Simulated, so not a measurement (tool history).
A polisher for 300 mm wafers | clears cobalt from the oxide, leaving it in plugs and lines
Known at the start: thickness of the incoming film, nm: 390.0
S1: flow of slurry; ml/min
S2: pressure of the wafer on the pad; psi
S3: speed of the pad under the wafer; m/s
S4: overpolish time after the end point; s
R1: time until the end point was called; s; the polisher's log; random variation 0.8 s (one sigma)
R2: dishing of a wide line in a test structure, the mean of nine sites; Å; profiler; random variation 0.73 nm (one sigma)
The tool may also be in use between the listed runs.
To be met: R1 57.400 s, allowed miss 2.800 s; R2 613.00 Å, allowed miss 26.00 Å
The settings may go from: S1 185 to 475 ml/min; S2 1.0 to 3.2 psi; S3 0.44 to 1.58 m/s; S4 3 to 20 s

run 1 hour=0.0 | S1=305 S2=2.1 S3=1.00 S4=10 | R1=72.402 R2=425.13
run 2 hour=7.4 | S1=305 S2=2.2 S3=1.00 S4=11 | R1=70.712 R2=446.48
run 3 hour=12.1 | S1=305 S2=2.3 S3=1.02 S4=12 | R1=66.423 R2=482.78
run 4 hour=13.5 | S1=305 S2=2.4 S3=1.04 S4=13 | R1=64.935 R2=527.73
run 5 hour=18.8 | S1=305 S2=2.4 S3=1.04 S4=9 | R1=62.156 R2=414.54
run 6 hour=27.0 | S1=305 S2=2.4 S3=1.06 S4=10 | R1=64.387 R2=457.02
run 7 hour=28.2 | S1=305 S2=2.4 S3=1.08 S4=11 | R1=63.731 R2=479.92
run 8 hour=29.7 | S1=305 S2=2.4 S3=1.12 S4=12 | R1=62.387 R2=516.83
-- hour=32.8 head pressure recalibrated
run 9 hour=32.8 | S1=305 S2=2.4 S3=1.14 S4=13 | R1=55.778 R2=557.63
run 10 hour=36.9 | S1=305 S2=2.4 S3=1.14 S4=14 | R1=56.254 R2=577.78

5 next moves are on the table. One of them brings every result within its allowed miss. Which?
run A hour=41.0 | S1=380 S2=2.3 S3=1.12 S4=10 | R1=? R2=?
run B hour=41.0 | S1=235 S2=2.2 S3=1.18 S4=14 | R1=? R2=?
run C hour=41.0 | S1=255 S2=2.2 S3=1.22 S4=17 | R1=? R2=?
run D hour=41.0 | S1=280 S2=2.6 S3=1.14 S4=12 | R1=? R2=?
run E hour=41.0 | S1=255 S2=2.9 S3=0.96 S4=12 | R1=? R2=?

move=A R1=57.389 R2=489.30
move=B R1=59.098 R2=573.26
move=C R1=56.971 R2=630.24
move=D R1=53.489 R2=558.55
move=E R1=57.587 R2=538.80
A: further off than the last run
B: further off than the last run
C: meets every target
D: further off than the last run
E: further off than the last run
Answer: C

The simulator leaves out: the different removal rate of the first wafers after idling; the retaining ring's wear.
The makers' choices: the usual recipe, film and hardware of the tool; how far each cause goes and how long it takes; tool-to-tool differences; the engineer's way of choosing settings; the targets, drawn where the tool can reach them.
